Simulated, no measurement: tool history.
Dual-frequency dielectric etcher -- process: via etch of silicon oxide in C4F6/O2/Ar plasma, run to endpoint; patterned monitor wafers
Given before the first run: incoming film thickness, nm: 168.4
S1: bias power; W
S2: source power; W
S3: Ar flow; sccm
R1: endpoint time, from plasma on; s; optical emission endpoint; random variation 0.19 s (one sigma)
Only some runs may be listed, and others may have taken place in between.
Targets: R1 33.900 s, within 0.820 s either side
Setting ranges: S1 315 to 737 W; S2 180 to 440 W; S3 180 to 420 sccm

run,day,S1,S2,S3,R1
1,0.000,526,310,300,37.870
2,0.154,547,310,299,36.519
3,0.329,454,310,299,40.532
4,0.633,454,310,255,40.487
5,0.796,482,310,255,39.329
6,0.862,482,310,294,39.032
7,1.225,505,310,294,38.489
8,1.596,525,310,294,37.338
9,1.879,539,310,294,36.693
10,1.967,550,310,294,36.950
11,2.000,565,310,294,36.507
12,2.288,657,330,291,32.511

5 next moves are on the table. One of them brings every result within its allowed miss. Which?
A,2.575,664,330,279,?
B,2.575,673,290,256,?
C,2.575,643,380,288,?
D,2.575,706,310,244,?
E,2.575,597,310,287,?

move,R1
A,32.317
B,34.009
C,30.788
D,32.034
E,35.199
A: further off than the last run
B: each result inside its tolerance
C: further off than the last run
D: further off than the last run
E: carries the result that was furthest off beyond its target, to the other side
The move that meets every target is B.

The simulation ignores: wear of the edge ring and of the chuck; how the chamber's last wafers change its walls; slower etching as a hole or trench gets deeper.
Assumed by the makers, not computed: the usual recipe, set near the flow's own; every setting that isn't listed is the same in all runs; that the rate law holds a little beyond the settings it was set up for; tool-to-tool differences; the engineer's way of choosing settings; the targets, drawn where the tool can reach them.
